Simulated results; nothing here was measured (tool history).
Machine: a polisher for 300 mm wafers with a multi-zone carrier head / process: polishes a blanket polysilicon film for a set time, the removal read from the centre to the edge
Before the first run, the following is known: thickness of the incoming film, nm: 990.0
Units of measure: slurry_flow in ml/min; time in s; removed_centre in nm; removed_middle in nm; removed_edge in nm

run  hour  slurry_flow  centre_zone  middle_zone  edge_zone  time  removed_centre  removed_middle  removed_edge
  1     0          235            1            1          1    56          311.89           310.9        303.63
  2   7.8          220         0.96         0.94       0.99    54          285.63          283.04        288.73
  3    11          205         0.94          0.9       0.99    52          270.15          260.29         277.6
  4  14.8          195         0.91         0.87       0.98    51          251.41          251.27        269.29
  5  17.2          185         0.91         0.85       0.98    50          246.79          239.22        267.45
  6  19.1          185         0.91         0.85       1.02    50          244.92          240.34        264.76

What will run 7 give?
  7  27.1          180         0.91         0.84       1.02    50               ?               ?             ?

{"run 7": {"removed_centre": 243.38, "removed_middle": 233.67, "removed_edge": 268.55}}

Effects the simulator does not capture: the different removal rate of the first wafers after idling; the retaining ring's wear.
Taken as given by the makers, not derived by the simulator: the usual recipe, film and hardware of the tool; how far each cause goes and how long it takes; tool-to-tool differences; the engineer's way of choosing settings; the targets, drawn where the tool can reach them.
